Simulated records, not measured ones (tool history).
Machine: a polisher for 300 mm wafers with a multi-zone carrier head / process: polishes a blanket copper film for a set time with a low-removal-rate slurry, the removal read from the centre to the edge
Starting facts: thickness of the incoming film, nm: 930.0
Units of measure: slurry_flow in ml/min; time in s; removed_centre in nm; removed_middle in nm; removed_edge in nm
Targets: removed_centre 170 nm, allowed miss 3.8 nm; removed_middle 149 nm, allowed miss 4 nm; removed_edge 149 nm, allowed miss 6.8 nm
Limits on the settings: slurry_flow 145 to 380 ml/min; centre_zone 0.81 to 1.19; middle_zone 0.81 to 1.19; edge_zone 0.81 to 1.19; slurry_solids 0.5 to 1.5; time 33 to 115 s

| run | hour | slurry_flow | centre_zone | middle_zone | edge_zone | slurry_solids | time | removed_centre | removed_middle | removed_edge |
|---|---|---|---|---|---|---|---|---|---|---|
| 1 | 0 | 245 | 1 | 1 | 1 | 1 | 73 | 205.57 | 206.7 | 207.61 |
| 2 | 7 | 245 | 1 | 1 | 1 | 0.8 | 73 | 195.39 | 200.65 | 194.93 |
| 3 | 9.8 | 245 | 1 | 1.07 | 1 | 0.8 | 73 | 198.86 | 213.48 | 194.48 |
| 4 | 16.3 | 245 | 1 | 1.07 | 1 | 0.8 | 85 | 230.24 | 247.22 | 221.33 |
| 5 | 21.5 | 240 | 1.01 | 1.04 | 0.98 | 0.75 | 82 | 218.61 | 229.09 | 209.48 |
| 6 | 25.9 | 240 | 1.01 | 1.04 | 1.05 | 0.75 | 82 | 219.93 | 230.24 | 220.68 |
| 7 | 28.1 | 240 | 1.02 | 1.01 | 1.02 | 0.7 | 79 | 211.98 | 212.58 | 203.29 |
| 8 | 28.7 | 235 | 1.02 | 0.98 | 0.99 | 0.65 | 77 | 201.22 | 195.41 | 192.19 |
| 9 | 36.1 | 230 | 1.02 | 0.97 | 0.96 | 0.65 | 76 | 199.45 | 196.19 | 189.76 |
| 10 | 44.2 | 235 | 1.03 | 0.95 | 0.94 | 0.65 | 74 | 193.93 | 187.38 | 181.45 |
| 11 | 49.1 | 230 | 1.04 | 0.93 | 0.92 | 0.65 | 73 | 194.48 | 180.19 | 178.19 |
| 12 | 56.4 | 225 | 1.03 | 0.87 | 0.82 | 0.5 | 64 | 159.7 | 139.35 | 141.73 |

Next run, 4 choices. One meets every target within its allowed miss, the rest don't. Which?
| A | 63.7 | 225 | 1.03 | 0.86 | 0.86 | 0.55 | 72 | ? | ? | ? |
| B | 63.7 | 145 | 1.04 | 0.96 | 0.93 | 0.5 | 69 | ? | ? | ? |
| C | 63.7 | 180 | 1.06 | 0.89 | 0.84 | 0.5 | 69 | ? | ? | ? |
| D | 63.7 | 230 | 0.98 | 0.81 | 0.9 | 0.55 | 70 | ? | ? | ? |

| move | removed_centre | removed_middle | removed_edge |
|---|---|---|---|
| A | 181.64 | 161.16 | 163.91 |
| B | 157.16 | 152.81 | 150.2 |
| C | 168.79 | 150.34 | 148.46 |
| D | 168.61 | 149.68 | 163.17 |
A: takes the biggest miss from the last run beyond its target
B: its largest miss is bigger than the last run's
C: every result within its allowed miss
D: gets the furthest-off result to its target, but another result is out of tolerance
Go with C: it meets all targets.
